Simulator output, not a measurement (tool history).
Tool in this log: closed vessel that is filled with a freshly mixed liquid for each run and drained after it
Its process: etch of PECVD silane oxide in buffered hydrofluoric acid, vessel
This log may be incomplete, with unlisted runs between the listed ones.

run,day,temperature setpoint of the liquid (°C),parts of 40 % ammonium fluoride to one part of 49 % hydrofluoric acid (parts by volume),time in the liquid (s),thickness taken off the PECVD silane oxide on a monitor wafer (nm)
1,0,20,15,30,44.303
2,0.238,20,12,30,54.788
3,0.471,20,14,30,47.416
4,0.767,20.5,14,30,48.651
5,0.95,21,14,30,50.897
6,1.104,21,14,30,49.62

What does the tool deliver on the next run?
7,1.296,21.5,14,30,?

{"run 7": {"thickness taken off the PECVD silane oxide on a monitor wafer (nm)": 51.7}}

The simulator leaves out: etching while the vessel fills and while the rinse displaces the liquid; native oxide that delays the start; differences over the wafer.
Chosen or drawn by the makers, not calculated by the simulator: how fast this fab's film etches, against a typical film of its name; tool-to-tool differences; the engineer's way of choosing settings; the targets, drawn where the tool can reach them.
